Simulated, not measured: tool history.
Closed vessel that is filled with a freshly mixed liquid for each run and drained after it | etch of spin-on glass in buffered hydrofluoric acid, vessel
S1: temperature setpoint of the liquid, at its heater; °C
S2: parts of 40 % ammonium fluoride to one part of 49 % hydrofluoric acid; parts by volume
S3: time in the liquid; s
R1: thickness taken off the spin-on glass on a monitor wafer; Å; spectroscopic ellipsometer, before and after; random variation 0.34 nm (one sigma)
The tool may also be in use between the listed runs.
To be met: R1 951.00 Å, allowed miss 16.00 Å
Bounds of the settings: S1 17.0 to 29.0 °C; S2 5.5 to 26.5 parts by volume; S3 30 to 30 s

Run 1, day 0.000: S1 21.0 °C, S2 16.0 parts by volume, S3 30 s. Result: R1 524.25 Å.
Run 2, day 0.292: S1 21.0 °C, S2 16.0 parts by volume, S3 30 s. Result: R1 525.48 Å.
Run 3, day 0.421: S1 21.0 °C, S2 12.5 parts by volume, S3 30 s. Result: R1 671.46 Å.
Run 4, day 0.575: S1 21.5 °C, S2 12.5 parts by volume, S3 30 s. Result: R1 688.03 Å.
Run 5, day 0.758: S1 21.5 °C, S2 9.5 parts by volume, S3 30 s. Result: R1 883.29 Å.
Run 6, day 0.904: S1 21.5 °C, S2 5.5 parts by volume, S3 30 s. Result: R1 1469.00 Å.
Run 7, day 1.188: S1 21.0 °C, S2 5.5 parts by volume, S3 30 s. Result: R1 1428.20 Å.
Run 8, day 1.533: S1 20.5 °C, S2 6.0 parts by volume, S3 30 s. Result: R1 1283.00 Å.
Run 9, day 1.775: S1 20.0 °C, S2 6.0 parts by volume, S3 30 s. Result: R1 1248.50 Å.
Run 10, day 1.933: S1 19.5 °C, S2 6.0 parts by volume, S3 30 s. Result: R1 1219.10 Å.
Run 11, day 2.100: S1 19.0 °C, S2 6.0 parts by volume, S3 30 s. Result: R1 1182.80 Å.
Run 12, day 2.296: S1 17.0 °C, S2 8.0 parts by volume, S3 30 s. Result: R1 802.18 Å.
Run 13, day 2.454: S1 18.5 °C, S2 8.0 parts by volume, S3 30 s. Result: R1 872.36 Å.

Which of these 4 next moves meets every target?
Run A, day 2.612: S1 19.5 °C, S2 9.0 parts by volume, S3 30 s. Result: R1 ?.
Run B, day 2.612: S1 20.0 °C, S2 8.0 parts by volume, S3 30 s. Result: R1 ?.
Run C, day 2.612: S1 17.0 °C, S2 8.0 parts by volume, S3 30 s. Result: R1 ?.
Run D, day 2.612: S1 17.0 °C, S2 8.5 parts by volume, S3 30 s. Result: R1 ?.

move      R1
   A  816.86
   B  954.64
   C  805.77
   D  754.47
A: further off than the last run
B: meets every target
C: further off than the last run
D: further off than the last run
Move B is the one to make.

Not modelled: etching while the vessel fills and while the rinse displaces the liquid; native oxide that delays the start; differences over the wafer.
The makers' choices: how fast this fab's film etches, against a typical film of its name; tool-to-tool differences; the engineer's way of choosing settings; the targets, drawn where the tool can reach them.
